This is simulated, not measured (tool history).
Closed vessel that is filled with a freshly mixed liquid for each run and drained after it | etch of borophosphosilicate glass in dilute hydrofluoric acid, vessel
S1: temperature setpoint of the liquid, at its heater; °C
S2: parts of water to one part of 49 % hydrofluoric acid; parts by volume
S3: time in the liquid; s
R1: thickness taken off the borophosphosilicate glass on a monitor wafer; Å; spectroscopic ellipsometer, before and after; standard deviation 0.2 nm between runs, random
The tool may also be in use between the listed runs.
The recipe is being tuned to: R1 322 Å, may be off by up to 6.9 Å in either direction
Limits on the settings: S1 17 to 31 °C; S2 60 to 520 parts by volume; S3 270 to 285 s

| run | hour | S1 | S2 | S3 | R1 |
|---|---|---|---|---|---|
| 1 | 0 | 23 | 290 | 270 | 518.97 |
| 2 | 2.9 | 25.5 | 290 | 270 | 569.05 |
| 3 | 6.6 | 25.5 | 290 | 270 | 564.49 |
| 4 | 7.9 | 23.5 | 305 | 270 | 490.52 |
| 5 | 11.2 | 22 | 315 | 270 | 449.36 |
| 6 | 17.3 | 19 | 315 | 270 | 402.89 |
| 7 | 25.9 | 18.5 | 325 | 270 | 379.41 |
|  | 35 | hydrofluoric acid flow meter replaced |
| 8 | 35 | 18 | 330 | 270 | 342.8 |
| 9 | 40.1 | 17.5 | 330 | 270 | 334.3 |
| 10 | 45.5 | 17 | 330 | 270 | 333.89 |

5 candidate next runs follow, results not yet known. Just one meets every target within its allowed miss. Identify it.
| A | 50.9 | 19 | 390 | 285 | ? |
| B | 50.9 | 19.5 | 375 | 285 | ? |
| C | 50.9 | 20.5 | 360 | 275 | ? |
| D | 50.9 | 18.5 | 325 | 270 | ? |
| E | 50.9 | 17 | 335 | 280 | ? |

| move | R1 |
|---|---|
| A | 300.84 |
| B | 322.41 |
| C | 339.97 |
| D | 354.52 |
| E | 334.65 |
A: the result that was furthest off in the last run now lies on the other side of its target
B: every result within its allowed miss
C: lands further from the targets than the last run did
D: lands further from the targets than the last run did
E: lands further from the targets than the last run did
Move B is the one to make.
